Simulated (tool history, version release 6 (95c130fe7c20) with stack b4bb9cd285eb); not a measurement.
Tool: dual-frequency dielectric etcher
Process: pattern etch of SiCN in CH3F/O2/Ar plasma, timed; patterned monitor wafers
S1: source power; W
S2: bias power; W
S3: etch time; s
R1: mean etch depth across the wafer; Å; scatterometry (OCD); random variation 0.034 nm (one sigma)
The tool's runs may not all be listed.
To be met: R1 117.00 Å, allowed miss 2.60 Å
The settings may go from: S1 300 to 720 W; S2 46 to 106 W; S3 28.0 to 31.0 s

run 1 hour=0.0 | S1=510 S2=76 S3=31.0 | R1=128.32
run 2 hour=2.5 | S1=480 S2=75 S3=31.0 | R1=126.21
run 3 hour=4.2 | S1=480 S2=75 S3=31.0 | R1=126.45
run 4 hour=12.3 | S1=450 S2=73 S3=31.0 | R1=123.90
-- hour=14.6 source power generator calibrated
run 5 hour=14.6 | S1=490 S2=73 S3=31.0 | R1=126.69
run 6 hour=20.0 | S1=460 S2=71 S3=31.0 | R1=123.94
run 7 hour=28.6 | S1=440 S2=69 S3=31.0 | R1=122.49
run 8 hour=36.5 | S1=440 S2=69 S3=31.0 | R1=122.39
run 9 hour=37.6 | S1=420 S2=67 S3=31.0 | R1=120.94

5 next moves are on the table. One of them brings every result within its allowed miss. Which?
run A hour=38.7 | S1=310 S2=73 S3=31.0 | R1=?
run B hour=38.7 | S1=410 S2=64 S3=29.0 | R1=?
run C hour=38.7 | S1=460 S2=74 S3=31.0 | R1=?
run D hour=38.7 | S1=460 S2=66 S3=31.0 | R1=?
run E hour=38.7 | S1=350 S2=70 S3=29.5 | R1=?

move=A R1=116.43
move=B R1=110.62
move=C R1=125.81
move=D R1=122.00
move=E R1=111.86
A: meets every target
B: takes the result that was furthest off past its target
C: further off than the last run
D: further off than the last run
E: takes the result that was furthest off past its target
Answer: A
